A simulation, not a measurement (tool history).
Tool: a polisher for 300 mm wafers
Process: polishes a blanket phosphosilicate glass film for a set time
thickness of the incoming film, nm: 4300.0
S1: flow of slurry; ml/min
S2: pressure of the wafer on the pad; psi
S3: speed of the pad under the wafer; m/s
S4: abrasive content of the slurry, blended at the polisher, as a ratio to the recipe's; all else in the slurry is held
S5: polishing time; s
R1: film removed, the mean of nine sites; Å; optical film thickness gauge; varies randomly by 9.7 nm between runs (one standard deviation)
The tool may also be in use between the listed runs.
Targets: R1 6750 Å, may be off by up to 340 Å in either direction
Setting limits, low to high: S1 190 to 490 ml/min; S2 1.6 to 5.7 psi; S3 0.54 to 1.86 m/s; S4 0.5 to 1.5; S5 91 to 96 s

run,hour,S1,S2,S3,S4,S5,R1
1,0,315,3.6,1.18,1,91,12543
2,4.8,315,3.6,1.18,1.2,91,13778
3,9,315,3.2,1.14,1.2,91,11952
4,11.3,315,3.2,1.36,1.2,91,12951
5,17.8,315,2.9,1.3,1.2,91,11325
6,26.2,315,3.3,1.3,1.2,91,13080
7,29.4,315,3,1.26,1.2,91,11885
8,34.3,315,2.7,1.2,1.2,91,10648
9,42.7,315,2.5,1.14,1.2,91,9169.1
10,48.8,315,2.5,1.14,1.2,91,9352.5
11,53.7,315,2.3,1.12,1.2,91,8517.5
# hour 62.1: head pressure recalibrated
12,62.1,315,2.2,1.12,1.2,91,7694.8
13,68.7,315,2.1,1.12,1.2,91,7477.4

Which single option among these 4 for the next run brings every result within its allowed miss of target? Just one does.
A,75.3,305,2.1,1.14,1.2,93,?
B,75.3,350,2,0.98,1.2,91,?
C,75.3,260,2,1.12,1.45,91,?
D,75.3,230,2.1,0.94,1.35,96,?

move,R1
A,7628
B,6708.3
C,7497.4
D,7324.2
A: lands further from the targets than the last run did
B: hits every target within its allowed miss
C: just as far off the targets as the last run
D: moves toward the targets from the last run without getting all of them in spec
The move that meets every target is B.
